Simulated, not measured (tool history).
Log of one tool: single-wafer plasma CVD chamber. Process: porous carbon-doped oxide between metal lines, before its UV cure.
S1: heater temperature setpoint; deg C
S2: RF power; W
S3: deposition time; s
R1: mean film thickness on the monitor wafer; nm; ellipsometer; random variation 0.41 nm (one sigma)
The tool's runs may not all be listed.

run    day   S1   S2    S3      R1
  1      0  290  620  20.3   133.7
  2  0.062  290  620  19.3  127.74
  3  0.254  295  600  19.3  121.01
  4  0.362  295  600  20.3  127.78
  5  0.454  298  570  20.2  119.48
  6  0.496  301  560  20.2  115.82
  7  0.671  303  555  20.2  113.98
  8  0.783  305  550  20.2  112.66

The next listed run, before its measurement:
  9  0.858  307  545  20.2   ?

R1: 110.65 nm

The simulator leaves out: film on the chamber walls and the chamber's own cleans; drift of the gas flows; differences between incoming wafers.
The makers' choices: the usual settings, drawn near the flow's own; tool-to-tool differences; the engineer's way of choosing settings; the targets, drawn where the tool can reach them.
